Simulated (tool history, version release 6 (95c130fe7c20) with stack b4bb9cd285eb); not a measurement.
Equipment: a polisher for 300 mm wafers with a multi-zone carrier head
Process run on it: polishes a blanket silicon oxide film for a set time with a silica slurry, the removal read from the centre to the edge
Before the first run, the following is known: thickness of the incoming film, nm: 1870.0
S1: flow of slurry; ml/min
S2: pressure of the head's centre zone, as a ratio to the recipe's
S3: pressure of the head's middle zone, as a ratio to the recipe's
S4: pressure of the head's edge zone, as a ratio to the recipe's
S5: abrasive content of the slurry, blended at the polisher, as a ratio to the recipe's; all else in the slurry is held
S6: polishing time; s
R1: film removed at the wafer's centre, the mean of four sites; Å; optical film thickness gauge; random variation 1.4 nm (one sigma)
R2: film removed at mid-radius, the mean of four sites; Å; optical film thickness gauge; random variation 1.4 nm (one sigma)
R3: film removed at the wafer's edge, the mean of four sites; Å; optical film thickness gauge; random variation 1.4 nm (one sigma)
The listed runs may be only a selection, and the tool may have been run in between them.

Run 1, day 0: S1 225 ml/min, S2 1, S3 1, S4 1, S5 1, S6 80 s. Result: R1 2130 Å, R2 2172.2 Å, R3 2144.7 Å.
Run 2, day 0.354: S1 220 ml/min, S2 1.01, S3 0.99, S4 0.97, S5 1, S6 80 s. Result: R1 2154.8 Å, R2 2168.8 Å, R3 2129.1 Å.
Run 3, day 0.621: S1 215 ml/min, S2 1.03, S3 0.98, S4 0.95, S5 0.95, S6 80 s. Result: R1 2174 Å, R2 2095.1 Å, R3 2053 Å.
Run 4, day 0.667: S1 210 ml/min, S2 1.04, S3 0.97, S4 0.93, S5 0.95, S6 80 s. Result: R1 2163.1 Å, R2 2079.5 Å, R3 2043.1 Å.
Run 5, day 0.817: S1 240 ml/min, S2 1.04, S3 0.97, S4 0.93, S5 0.95, S6 80 s. Result: R1 2225.1 Å, R2 2095.6 Å, R3 2012.4 Å.
Run 6, day 1.025: S1 285 ml/min, S2 1.04, S3 0.97, S4 0.93, S5 0.95, S6 80 s. Result: R1 2273 Å, R2 2179.6 Å, R3 2084.3 Å.
Run 7, day 1.096: S1 270 ml/min, S2 1.04, S3 0.96, S4 0.91, S5 0.95, S6 80 s. Result: R1 2244.9 Å, R2 2134.9 Å, R3 2060.2 Å.

The next listed run, before its measurement:
Run 8, day 1.438: S1 260 ml/min, S2 1.05, S3 0.95, S4 0.89, S5 0.95, S6 80 s. Result: R1 ?, R2 ?, R3 ?.

{"run 8": {"R1": 2260.8, "R2": 2096.1, "R3": 2017.6}}

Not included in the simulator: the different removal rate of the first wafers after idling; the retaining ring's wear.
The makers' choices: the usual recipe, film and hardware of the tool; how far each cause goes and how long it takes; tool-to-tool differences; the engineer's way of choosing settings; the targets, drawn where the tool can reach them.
